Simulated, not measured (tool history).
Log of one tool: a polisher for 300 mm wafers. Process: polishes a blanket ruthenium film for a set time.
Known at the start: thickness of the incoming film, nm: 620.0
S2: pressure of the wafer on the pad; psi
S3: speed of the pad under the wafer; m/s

Run 1, day 0.000: flow of slurry (ml/min) 305, S2 1.6 psi, S3 1.22 m/s, polishing time (s) 37. Result: film removed (angstrom) 372.02.
Run 2, day 0.304: flow of slurry (ml/min) 305, S2 1.5 psi, S3 1.22 m/s, polishing time (s) 37. Result: film removed (angstrom) 337.63.
Run 3, day 0.662: flow of slurry (ml/min) 305, S2 1.5 psi, S3 1.38 m/s, polishing time (s) 37. Result: film removed (angstrom) 376.95.
Run 4, day 0.938: flow of slurry (ml/min) 305, S2 1.4 psi, S3 1.38 m/s, polishing time (s) 37. Result: film removed (angstrom) 353.29.
Run 5, day 1.108: flow of slurry (ml/min) 305, S2 1.3 psi, S3 1.38 m/s, polishing time (s) 37. Result: film removed (angstrom) 332.24.
Run 6, day 1.362: flow of slurry (ml/min) 305, S2 1.3 psi, S3 1.38 m/s, polishing time (s) 34. Result: film removed (angstrom) 307.80.
Run 7, day 1.412: flow of slurry (ml/min) 305, S2 1.2 psi, S3 1.38 m/s, polishing time (s) 34. Result: film removed (angstrom) 292.32.

Run 8 comes next. What will it give?
Run 8, day 1.646: flow of slurry (ml/min) 305, S2 0.8 psi, S3 1.34 m/s, polishing time (s) 34. Result: film removed (angstrom) ?.

film removed (angstrom): 186.34
